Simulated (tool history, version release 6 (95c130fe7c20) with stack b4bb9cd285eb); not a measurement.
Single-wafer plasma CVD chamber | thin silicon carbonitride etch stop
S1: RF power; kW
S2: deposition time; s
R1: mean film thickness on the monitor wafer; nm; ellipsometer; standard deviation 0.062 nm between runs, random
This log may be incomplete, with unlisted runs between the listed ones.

run    day     S1    S2       R1
  1  0.000  0.215  17.8  10.4060
  2  0.038  0.215  16.0   9.2259
  3  0.079  0.235  16.0   9.5040
  4  0.121  0.240  16.6   9.8141
  5  0.488  0.210  16.6   9.4742
  6  0.571  0.210  15.6   8.9360
  7  0.633  0.215  16.3   9.3605
  8  0.958  0.220  16.8   9.8663
  9  1.142  0.225  17.2  10.0720
 10  1.483  0.230  17.6  10.3250

Predict the results of run 11:
 11  1.692  0.235  18.0   ?

R1: 10.7050 nm
